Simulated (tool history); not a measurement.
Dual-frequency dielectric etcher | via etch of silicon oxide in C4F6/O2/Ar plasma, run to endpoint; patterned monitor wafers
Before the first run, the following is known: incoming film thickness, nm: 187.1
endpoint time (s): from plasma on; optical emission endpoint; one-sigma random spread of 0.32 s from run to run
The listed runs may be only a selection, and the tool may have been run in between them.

run,hour,bias power (kW),source power (kW),Ar flow (sccm),endpoint time (s)
1,0.0,0.430,0.380,292,49.277
2,4.2,0.430,0.330,292,52.262
3,5.9,0.430,0.330,310,52.601
4,8.6,0.430,0.330,262,51.875
5,16.6,0.448,0.340,261,50.846
6,20.9,0.492,0.340,261,49.168

Estimate the outcome of run 7 from the log above:
7,27.3,0.503,0.350,260,?

endpoint time (s): 48.280
